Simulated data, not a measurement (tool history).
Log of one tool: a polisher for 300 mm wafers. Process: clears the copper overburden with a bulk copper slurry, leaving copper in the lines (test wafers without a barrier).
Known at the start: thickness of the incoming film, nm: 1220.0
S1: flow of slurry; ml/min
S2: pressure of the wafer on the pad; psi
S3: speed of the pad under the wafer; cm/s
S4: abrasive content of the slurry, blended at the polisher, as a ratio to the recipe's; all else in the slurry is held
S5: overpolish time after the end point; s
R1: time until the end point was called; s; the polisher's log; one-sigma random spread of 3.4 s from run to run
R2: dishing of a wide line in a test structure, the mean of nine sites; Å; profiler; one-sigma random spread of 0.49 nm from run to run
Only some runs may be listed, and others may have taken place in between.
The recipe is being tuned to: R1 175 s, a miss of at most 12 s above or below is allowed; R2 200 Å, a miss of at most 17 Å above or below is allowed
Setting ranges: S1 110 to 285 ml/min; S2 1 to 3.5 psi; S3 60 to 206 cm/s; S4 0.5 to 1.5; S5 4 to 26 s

{"run": 1, "day": 0.0, "S1": 180, "S2": 2.2, "S3": 132, "S4": 1, "S5": 13, "R1": 147.42, "R2": 620.52}
{"run": 2, "day": 0.317, "S1": 165, "S2": 2.2, "S3": 132, "S4": 1, "S5": 13, "R1": 146.2, "R2": 634.4}
{"run": 3, "day": 0.567, "S1": 180, "S2": 2, "S3": 136, "S4": 1, "S5": 12, "R1": 151.87, "R2": 560.49}
{"run": 4, "day": 0.788, "S1": 180, "S2": 1.8, "S3": 136, "S4": 1, "S5": 12, "R1": 163.76, "R2": 534.9}
{"run": 5, "day": 0.938, "S1": 180, "S2": 1.8, "S3": 136, "S4": 1.15, "S5": 12, "R1": 161.22, "R2": 558.52}
{"run": 6, "day": 1.142, "S1": 180, "S2": 1.8, "S3": 136, "S4": 1.35, "S5": 12, "R1": 157.03, "R2": 559.32}
{"run": 7, "day": 1.204, "S1": 195, "S2": 1.7, "S3": 136, "S4": 1.3, "S5": 11, "R1": 163.56, "R2": 498.91}
{"run": 8, "day": 1.562, "S1": 205, "S2": 1.6, "S3": 138, "S4": 1.25, "S5": 10, "R1": 167.17, "R2": 467.79}
{"run": 9, "day": 1.608, "S1": 215, "S2": 1.5, "S3": 138, "S4": 1.2, "S5": 9, "R1": 179.53, "R2": 395.82}
{"run": 10, "day": 1.838, "S1": 225, "S2": 1.4, "S3": 142, "S4": 1.1, "S5": 8, "R1": 176.4, "R2": 352.32}
{"run": 11, "day": 2.029, "S1": 235, "S2": 1.3, "S3": 144, "S4": 1, "S5": 7, "R1": 186.16, "R2": 307.57}
{"run": 12, "day": 2.092, "S1": 240, "S2": 1.3, "S3": 148, "S4": 0.95, "S5": 7, "R1": 183.85, "R2": 301.72}
{"run": 13, "day": 2.292, "S1": 245, "S2": 1.3, "S3": 152, "S4": 0.9, "S5": 7, "R1": 186.74, "R2": 311.45}
{"run": 14, "day": 2.571, "S1": 250, "S2": 1.3, "S3": 154, "S4": 0.85, "S5": 7, "R1": 183.08, "R2": 301.72}
{"run": 15, "day": 2.667, "S1": 285, "S2": 1, "S3": 178, "S4": 0.6, "S5": 4, "R1": 198.78, "R2": 182.6}

Consider the 5 candidate settings below. Which is the only one whose results all fall within their allowed miss of target?
{"run": "A", "day": 2.762, "S1": 280, "S2": 1.1, "S3": 196, "S4": 0.5, "S5": 5, "R1": "?", "R2": "?"}
{"run": "B", "day": 2.762, "S1": 285, "S2": 1.8, "S3": 158, "S4": 0.7, "S5": 4, "R1": "?", "R2": "?"}
{"run": "C", "day": 2.762, "S1": 270, "S2": 1, "S3": 164, "S4": 0.7, "S5": 4, "R1": "?", "R2": "?"}
{"run": "D", "day": 2.762, "S1": 285, "S2": 1.3, "S3": 206, "S4": 0.6, "S5": 4, "R1": "?", "R2": "?"}
{"run": "E", "day": 2.762, "S1": 270, "S2": 1.1, "S3": 198, "S4": 0.55, "S5": 4, "R1": "?", "R2": "?"}

move=A R1=180.4 R2=237.24
move=B R1=151.3 R2=230.9
move=C R1=210.21 R2=168.13
move=D R1=149.13 R2=231.6
move=E R1=175.36 R2=199.01
A: brings the result that was furthest off to its target, and leaves another outside
B: takes the biggest miss from the last run beyond its target
C: moves away from the targets compared with the last run
D: takes the biggest miss from the last run beyond its target
E: all results land within tolerance of their targets
E meets every target.
